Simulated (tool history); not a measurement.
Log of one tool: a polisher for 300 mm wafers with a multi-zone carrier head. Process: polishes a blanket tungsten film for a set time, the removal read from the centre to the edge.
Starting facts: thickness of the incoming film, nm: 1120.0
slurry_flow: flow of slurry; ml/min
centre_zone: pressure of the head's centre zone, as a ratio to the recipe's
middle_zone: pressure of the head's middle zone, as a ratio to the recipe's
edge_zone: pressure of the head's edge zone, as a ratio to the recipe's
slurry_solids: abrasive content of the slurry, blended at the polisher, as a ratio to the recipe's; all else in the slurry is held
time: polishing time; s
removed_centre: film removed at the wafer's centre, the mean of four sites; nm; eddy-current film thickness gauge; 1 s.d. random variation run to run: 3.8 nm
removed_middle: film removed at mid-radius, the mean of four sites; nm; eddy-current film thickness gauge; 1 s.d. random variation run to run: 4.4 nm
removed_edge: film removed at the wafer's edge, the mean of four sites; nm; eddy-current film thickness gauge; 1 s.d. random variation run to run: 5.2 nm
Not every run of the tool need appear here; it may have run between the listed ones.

| run | day | slurry_flow | centre_zone | middle_zone | edge_zone | slurry_solids | time | removed_centre | removed_middle | removed_edge |
|---|---|---|---|---|---|---|---|---|---|---|
| 1 | 0.000 | 130 | 1.00 | 1.00 | 1.00 | 1.0 | 56 | 369.50 | 351.64 | 345.45 |
| 2 | 0.342 | 130 | 1.00 | 1.00 | 0.94 | 1.0 | 56 | 371.75 | 351.32 | 337.35 |
| 3 | 0.462 | 130 | 1.00 | 1.00 | 1.00 | 1.0 | 56 | 377.95 | 354.31 | 343.43 |
| 4 | 0.742 | 130 | 1.00 | 1.00 | 1.00 | 1.0 | 66 | 437.50 | 408.17 | 405.01 |
| 5 | 1.025 | 130 | 1.00 | 1.00 | 1.04 | 1.0 | 66 | 433.78 | 413.33 | 425.45 |
| 6 | 1.196 | 130 | 1.00 | 1.00 | 1.04 | 1.1 | 66 | 449.18 | 422.43 | 427.36 |
| 7 | 1.508 | 130 | 0.98 | 1.02 | 1.04 | 1.1 | 66 | 443.91 | 428.19 | 430.34 |
| 8 | 1.696 | 130 | 0.96 | 1.04 | 1.04 | 1.1 | 66 | 433.12 | 437.20 | 428.42 |
|  | 1.767 | centre zone pressure recalibrated |
| 9 | 1.767 | 130 | 0.94 | 1.06 | 1.04 | 1.1 | 66 | 388.72 | 437.99 | 429.91 |
| 10 | 1.792 | 135 | 0.94 | 1.07 | 1.03 | 1.1 | 66 | 393.25 | 449.20 | 430.21 |
| 11 | 2.029 | 140 | 0.94 | 1.08 | 1.02 | 1.1 | 66 | 398.51 | 457.11 | 431.61 |
| 12 | 2.188 | 140 | 0.94 | 1.09 | 1.02 | 1.1 | 66 | 406.22 | 452.90 | 427.44 |
| 13 | 2.283 | 140 | 0.93 | 1.10 | 1.02 | 1.1 | 66 | 393.15 | 459.91 | 428.93 |
| 14 | 2.338 | 140 | 0.93 | 1.11 | 1.02 | 1.1 | 66 | 398.17 | 468.09 | 433.21 |
| 15 | 2.475 | 140 | 0.93 | 1.12 | 1.02 | 1.1 | 66 | 395.50 | 458.33 | 422.39 |

Predict the results of run 16:
| 16 | 2.750 | 140 | 0.92 | 1.13 | 1.02 | 1.1 | 66 | ? | ? | ? |

Logged for run 16: removed_centre 391.89 nm, removed_middle 469.41 nm, removed_edge 418.97 nm.
